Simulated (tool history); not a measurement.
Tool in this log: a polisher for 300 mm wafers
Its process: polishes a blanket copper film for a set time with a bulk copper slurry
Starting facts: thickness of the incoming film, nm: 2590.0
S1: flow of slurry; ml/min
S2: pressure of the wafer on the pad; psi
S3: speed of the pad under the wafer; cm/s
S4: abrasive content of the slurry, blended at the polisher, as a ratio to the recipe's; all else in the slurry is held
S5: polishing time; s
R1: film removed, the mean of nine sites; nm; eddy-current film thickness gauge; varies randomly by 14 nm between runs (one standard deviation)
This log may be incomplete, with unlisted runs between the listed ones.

run	hour	S1	S2	S3	S4	S5	R1
1	0.0	265	2.1	106	1.00	80	636.31
2	2.3	265	2.1	106	0.85	80	601.97
3	4.4	320	2.1	106	0.85	80	622.24
4	13.4	320	2.1	106	0.85	84	650.85
5	19.0	320	2.3	108	0.85	84	698.46
6	20.4	320	2.5	114	0.85	84	824.04
7	22.1	320	2.5	114	0.85	84	813.24
8	30.1	320	2.7	116	0.85	84	875.99
9	32.3	320	2.8	118	0.85	84	888.90
10	35.7	320	2.9	120	0.85	84	960.47
11	38.1	320	3.0	122	0.85	84	979.56

Run 12 comes next. What will it give?
12	45.7	320	3.0	124	0.85	84	?

{"run 12": {"R1": 1011.3}}
